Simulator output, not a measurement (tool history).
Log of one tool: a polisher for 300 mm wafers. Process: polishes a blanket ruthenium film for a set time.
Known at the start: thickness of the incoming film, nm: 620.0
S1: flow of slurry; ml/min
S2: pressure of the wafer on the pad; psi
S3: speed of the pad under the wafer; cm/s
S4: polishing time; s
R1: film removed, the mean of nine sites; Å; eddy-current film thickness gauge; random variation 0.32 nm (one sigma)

run    day   S1   S2   S3  S4      R1
  1  0.000  275  2.0   98  43  405.65
  2  0.154  275  2.0  110  43  469.25
  3  0.188  330  2.0  110  43  464.01
  4  0.425  330  1.7  110  43  417.96
  5  0.688  330  1.5  106  43  357.54
  6  0.808  330  1.8  106  43  411.66

The next listed run, before its measurement:
  7  1.150  330  1.5  106  43   ?

Run 7 gave R1 364.54 Å.
